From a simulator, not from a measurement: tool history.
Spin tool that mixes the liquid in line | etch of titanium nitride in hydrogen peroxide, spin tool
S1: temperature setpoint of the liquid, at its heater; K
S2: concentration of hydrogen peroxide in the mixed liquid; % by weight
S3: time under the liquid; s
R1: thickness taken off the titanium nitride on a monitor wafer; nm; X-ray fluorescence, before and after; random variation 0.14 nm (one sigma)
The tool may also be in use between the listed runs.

run 1 hour=0.0 | S1=320.15 S2=19 S3=280 | R1=18.903
run 2 hour=6.3 | S1=319.65 S2=19 S3=280 | R1=18.230
run 3 hour=14.9 | S1=314.65 S2=19 S3=280 | R1=12.456
run 4 hour=15.9 | S1=315.65 S2=19 S3=280 | R1=13.455
run 5 hour=17.1 | S1=315.65 S2=21 S3=280 | R1=13.906
-- hour=19.5 new drum of peroxide connected
run 6 hour=19.5 | S1=316.65 S2=21 S3=280 | R1=15.158

The next listed run, before its measurement:
run 7 hour=26.3 | S1=317.15 S2=21 S3=280 | R1=?

{"run 7": {"R1": 15.556}}
